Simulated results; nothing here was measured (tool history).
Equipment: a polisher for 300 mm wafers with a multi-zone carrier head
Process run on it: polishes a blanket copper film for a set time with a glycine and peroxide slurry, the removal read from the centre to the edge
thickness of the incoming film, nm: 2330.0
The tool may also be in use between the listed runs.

run	day	flow of slurry (ml/min)	pressure of the head's centre zone	pressure of the head's middle zone	pressure of the head's edge zone	polishing time (s)	film removed at the wafer's centre (angstrom)	film removed at mid-radius (angstrom)	film removed at the wafer's edge (angstrom)
1	0	210	1	1	1	70	3025.6	3022.1	3028.9
2	0.125	210	1	1	1.03	70	3075.6	3007.1	3109.8
3	0.204	205	0.99	0.98	1.02	67	2913.1	2854.9	3005.5
4	0.442	205	1.05	0.98	1.02	67	3015.1	2896.8	2949.6
5	0.475	170	1.05	0.98	1.02	67	2912.6	2778	2968.8
6	0.521	170	1.04	0.97	1.02	64	2715.9	2653.5	2814.8

Run 7 is up next; what results do you expect?
7	0.65	170	1.04	0.96	1.02	62	?	?	?

Run 7 measured film removed at the wafer's centre (angstrom) 2673.7, film removed at mid-radius (angstrom) 2515.2, film removed at the wafer's edge (angstrom) 2683.3.
